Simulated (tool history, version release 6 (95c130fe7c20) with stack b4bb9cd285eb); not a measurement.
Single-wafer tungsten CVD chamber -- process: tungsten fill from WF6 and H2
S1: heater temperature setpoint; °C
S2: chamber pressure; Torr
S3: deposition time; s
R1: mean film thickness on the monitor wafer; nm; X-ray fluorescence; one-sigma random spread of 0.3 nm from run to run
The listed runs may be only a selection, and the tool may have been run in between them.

run 1 hour=0 | S1=375 S2=41.5 S3=18.8 | R1=35.45
run 2 hour=7.5 | S1=382 S2=41.8 S3=18.8 | R1=40.694
run 3 hour=9 | S1=382 S2=48.3 S3=18.8 | R1=43.205
run 4 hour=12.7 | S1=382 S2=48.3 S3=18.8 | R1=42.906
run 5 hour=21.2 | S1=382 S2=45.1 S3=18.8 | R1=42.271
run 6 hour=29.8 | S1=382 S2=49.7 S3=18.8 | R1=43.724
run 7 hour=34.5 | S1=382 S2=49.7 S3=18.8 | R1=43.689
run 8 hour=38.8 | S1=386 S2=49.9 S3=18.8 | R1=46.411

Run 9 comes next. What will it give?
-- hour=40.6 capacitance manometer re-zeroed and calibrated
run 9 hour=40.6 | S1=389 S2=50.1 S3=18.8 | R1=?

Run 9 came out at R1 50.171 nm.
